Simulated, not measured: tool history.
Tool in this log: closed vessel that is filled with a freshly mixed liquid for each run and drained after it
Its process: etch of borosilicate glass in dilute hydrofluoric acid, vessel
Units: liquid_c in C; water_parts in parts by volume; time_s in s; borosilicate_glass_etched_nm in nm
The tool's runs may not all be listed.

{"run": 1, "hour": 0.0, "liquid_c": 25.0, "water_parts": 195, "time_s": 710, "borosilicate_glass_etched_nm": 95.165}
{"run": 2, "hour": 3.2, "liquid_c": 24.5, "water_parts": 195, "time_s": 710, "borosilicate_glass_etched_nm": 93.451}
{"run": 3, "hour": 12.6, "liquid_c": 24.0, "water_parts": 195, "time_s": 710, "borosilicate_glass_etched_nm": 90.188}
{"run": 4, "hour": 18.0, "liquid_c": 23.5, "water_parts": 195, "time_s": 710, "borosilicate_glass_etched_nm": 89.452}
{"run": 5, "hour": 20.9, "liquid_c": 23.0, "water_parts": 195, "time_s": 710, "borosilicate_glass_etched_nm": 88.618}
{"run": 6, "hour": 27.2, "liquid_c": 22.5, "water_parts": 195, "time_s": 710, "borosilicate_glass_etched_nm": 84.959}

What does the tool deliver on the next run?
{"run": 7, "hour": 33.3, "liquid_c": 21.5, "water_parts": 195, "time_s": 710, "borosilicate_glass_etched_nm": "?"}

Run 7 produced borosilicate_glass_etched_nm 83.434 nm.
